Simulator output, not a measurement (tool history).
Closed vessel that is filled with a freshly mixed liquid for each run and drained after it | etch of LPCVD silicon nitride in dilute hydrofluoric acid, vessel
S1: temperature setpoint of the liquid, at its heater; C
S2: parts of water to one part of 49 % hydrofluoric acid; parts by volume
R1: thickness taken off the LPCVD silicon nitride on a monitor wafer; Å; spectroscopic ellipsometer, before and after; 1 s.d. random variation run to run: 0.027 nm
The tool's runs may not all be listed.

run 1 hour=0 | S1=22 S2=150 time_in_the_liquid_(s)=425 | R1=12.634
run 2 hour=4 | S1=23 S2=130 time_in_the_liquid_(s)=425 | R1=15.6
run 3 hour=8.1 | S1=24.5 S2=130 time_in_the_liquid_(s)=425 | R1=17.195
run 4 hour=17.6 | S1=23 S2=130 time_in_the_liquid_(s)=425 | R1=15.7
run 5 hour=25.9 | S1=23 S2=175 time_in_the_liquid_(s)=425 | R1=11.628
run 6 hour=30.2 | S1=19.5 S2=175 time_in_the_liquid_(s)=425 | R1=9.2637
run 7 hour=33.9 | S1=21 S2=155 time_in_the_liquid_(s)=425 | R1=11.514
run 8 hour=40.1 | S1=22.5 S2=135 time_in_the_liquid_(s)=425 | R1=14.543
run 9 hour=47.9 | S1=26.5 S2=75 time_in_the_liquid_(s)=425 | R1=33.674
run 10 hour=57.5 | S1=27 S2=75 time_in_the_liquid_(s)=425 | R1=34.899

Estimate the outcome of run 11 from the log above:
run 11 hour=64.8 | S1=27.5 S2=75 time_in_the_liquid_(s)=425 | R1=?

R1: 35.908 Å

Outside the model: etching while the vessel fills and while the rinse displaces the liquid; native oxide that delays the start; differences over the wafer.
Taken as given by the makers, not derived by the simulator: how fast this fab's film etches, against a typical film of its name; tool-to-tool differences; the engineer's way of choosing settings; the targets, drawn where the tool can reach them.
